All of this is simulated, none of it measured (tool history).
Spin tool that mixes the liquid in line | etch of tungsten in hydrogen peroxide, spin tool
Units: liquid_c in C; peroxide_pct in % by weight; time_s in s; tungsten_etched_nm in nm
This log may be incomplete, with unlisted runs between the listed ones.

| run | hour | liquid_c | peroxide_pct | time_s | tungsten_etched_nm |
|---|---|---|---|---|---|
| 1 | 0 | 52 | 17 | 45 | 73.086 |
| 2 | 7.3 | 58 | 17 | 45 | 104.2 |
| 3 | 15.4 | 55.5 | 17 | 45 | 89.813 |
| 4 | 20.8 | 53 | 17 | 45 | 76.611 |
| 5 | 29.4 | 48 | 17 | 45 | 56.846 |
| 6 | 34.5 | 48 | 19.5 | 45 | 60.568 |
| 7 | 42.5 | 47 | 19.5 | 45 | 57.502 |
| 8 | 46.8 | 46.5 | 19.5 | 45 | 55.763 |
| 9 | 52.9 | 46 | 19.5 | 45 | 53.632 |

Forecast run 10:
| 10 | 54.8 | 42.5 | 19.5 | 45 | ? |

{"run 10": {"tungsten_etched_nm": 43.229}}

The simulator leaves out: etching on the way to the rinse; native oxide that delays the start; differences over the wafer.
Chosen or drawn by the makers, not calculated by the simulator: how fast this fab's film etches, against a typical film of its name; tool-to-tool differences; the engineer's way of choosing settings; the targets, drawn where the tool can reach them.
